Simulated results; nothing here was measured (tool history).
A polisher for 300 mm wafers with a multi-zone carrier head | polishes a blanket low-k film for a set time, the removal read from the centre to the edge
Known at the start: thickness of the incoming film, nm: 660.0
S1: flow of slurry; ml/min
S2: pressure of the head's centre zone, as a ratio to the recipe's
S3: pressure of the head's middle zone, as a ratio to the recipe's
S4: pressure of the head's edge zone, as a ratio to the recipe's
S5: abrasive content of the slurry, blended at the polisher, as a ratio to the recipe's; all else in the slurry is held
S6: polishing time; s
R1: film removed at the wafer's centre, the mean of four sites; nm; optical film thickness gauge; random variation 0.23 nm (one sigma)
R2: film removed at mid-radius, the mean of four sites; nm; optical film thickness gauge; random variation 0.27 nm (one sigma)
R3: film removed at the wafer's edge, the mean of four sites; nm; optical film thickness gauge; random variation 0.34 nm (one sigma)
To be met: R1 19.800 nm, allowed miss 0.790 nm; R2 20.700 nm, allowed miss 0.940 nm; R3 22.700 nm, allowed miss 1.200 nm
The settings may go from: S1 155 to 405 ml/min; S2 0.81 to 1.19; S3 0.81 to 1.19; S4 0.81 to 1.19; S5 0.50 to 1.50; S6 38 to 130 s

run  hour   S1    S2    S3    S4    S5  S6      R1      R2      R3
  1   0.0  260  1.00  1.00  1.00  1.00  84  30.324  29.301  29.826
  2   6.9  260  0.99  0.99  1.00  0.95  84  28.379  28.319  29.476
  3  14.0  260  0.99  0.98  0.99  0.90  83  27.452  27.126  28.042
  4  17.5  260  0.99  0.94  0.99  0.90  83  27.554  26.011  27.807
  5  23.3  260  0.99  1.02  0.99  0.90  83  27.734  27.874  28.015
  6  28.0  260  0.99  0.98  0.99  0.90  83  27.395  26.718  26.743
  7  30.9  260  0.97  0.96  0.99  0.90  83  26.780  26.410  28.382
  8  34.6  260  0.96  0.96  0.98  0.85  83  26.007  26.041  27.014
  9  40.3  235  0.86  0.86  1.00  0.60  81  18.651  19.015  21.875
 10  47.5  240  0.86  0.87  1.00  0.60  81  18.487  18.746  21.845
 11  54.9  240  0.86  0.88  1.00  0.60  81  18.289  19.879  22.080
 12  63.3  260  0.92  0.90  1.01  0.65  81  21.012  21.587  23.105
 13  69.1  260  0.92  0.90  1.01  0.65  81  21.196  21.103  22.997
 14  74.1  260  0.92  0.90  1.01  0.65  81  20.771  20.941  23.460

5 next moves are on the table. One of them brings every result within its allowed miss. Which?
  A  79.1  320  0.86  1.00  1.10  0.55  89   ?   ?   ?
  B  79.1  280  1.04  0.94  0.91  0.55  81   ?   ?   ?
  C  79.1  235  0.99  0.87  1.07  0.65  85   ?   ?   ?
  D  79.1  210  0.97  0.89  0.96  0.60  85   ?   ?   ?
  E  79.1  260  0.87  0.88  0.99  0.60  84   ?   ?   ?

move      R1      R2      R3
   A  20.380  22.795  23.878
   B  22.144  19.563  19.652
   C  23.871  21.014  24.257
   D  21.986  20.115  21.739
   E  20.028  20.237  22.223
A: brings the result that was furthest off to its target, and leaves another outside
B: further off than the last run
C: further off than the last run
D: further off than the last run
E: meets every target
Answer: E

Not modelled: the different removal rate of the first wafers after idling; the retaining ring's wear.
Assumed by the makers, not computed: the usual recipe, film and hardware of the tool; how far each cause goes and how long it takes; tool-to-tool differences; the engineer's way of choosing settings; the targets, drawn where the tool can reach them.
